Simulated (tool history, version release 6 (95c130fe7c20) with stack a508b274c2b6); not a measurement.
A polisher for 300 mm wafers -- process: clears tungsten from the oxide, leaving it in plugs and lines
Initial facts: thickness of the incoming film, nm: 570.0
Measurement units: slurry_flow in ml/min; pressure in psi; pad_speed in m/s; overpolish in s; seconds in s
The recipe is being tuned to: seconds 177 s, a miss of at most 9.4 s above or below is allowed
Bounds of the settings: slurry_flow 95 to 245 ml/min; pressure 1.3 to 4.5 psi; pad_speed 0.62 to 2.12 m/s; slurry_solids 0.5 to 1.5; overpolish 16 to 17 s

run  hour  slurry_flow  pressure  pad_speed  slurry_solids  overpolish  seconds
  1     0          155       2.9       1.36              1          16   126.32
  2   3.7          155       2.7       1.36              1          16   136.97
  3   5.6          140       2.7       1.36              1          16   141.11
  4  12.6          140       2.7       1.36            1.2          16    131.5
  5  19.9          140       2.7       1.36            1.2          17   133.57
  6  25.3          140       2.6       1.36            1.2          17   141.72
  7    28          140       2.6       1.36            1.2          17   136.07
  8  30.6          140       2.5       1.36            1.2          17   142.87

Below are 5 possible settings for the next run. Only one of them brings all results inside the allowed miss of their targets. Which is it?
  A  33.2          120       2.9          1              1          17        ?
  B  33.2          120       3.3        1.4           1.05          17        ?
  C  33.2          205       3.3       1.42           1.35          16        ?
  D  33.2          110       2.1        1.3            0.9          16        ?
  E  33.2          135       3.1       1.48            1.4          16        ?

move  seconds
   A   183.48
   B   114.95
   C   96.012
   D   205.45
   E   102.93
A: meets every target
B: the biggest miss grows against the last run
C: the biggest miss grows against the last run
D: carries the result that was furthest off beyond its target, to the other side
E: the biggest miss grows against the last run
Correct choice: A, which meets every target

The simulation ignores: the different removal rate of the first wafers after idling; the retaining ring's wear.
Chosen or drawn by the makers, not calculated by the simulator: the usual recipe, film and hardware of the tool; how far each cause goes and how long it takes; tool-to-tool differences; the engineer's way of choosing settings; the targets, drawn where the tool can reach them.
